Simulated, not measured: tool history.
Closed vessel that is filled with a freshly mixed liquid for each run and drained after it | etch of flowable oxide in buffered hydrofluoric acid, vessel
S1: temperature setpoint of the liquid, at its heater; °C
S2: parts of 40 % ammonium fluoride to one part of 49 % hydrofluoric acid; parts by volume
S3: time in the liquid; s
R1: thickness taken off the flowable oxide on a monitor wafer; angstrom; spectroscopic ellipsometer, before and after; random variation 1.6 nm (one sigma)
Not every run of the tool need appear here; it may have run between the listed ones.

run,hour,S1,S2,S3,R1
1,0,24,11.5,85,2798.4
2,5.3,23,11.5,85,2651.8
3,13.2,23,8.5,85,3511.1
4,16.3,23,8.5,85,3435.7
5,24.8,22.5,9,85,3190.9
6,26.6,22.5,9,95,3600.7
7,31,22,9.5,95,3291.3
8,36.7,21.5,10,95,3124.9
9,45.7,21,10.5,95,2942.4

Predict the results of run 10:
10,53.2,20.5,11,95,?

{"run 10": {"R1": 2704.2}}
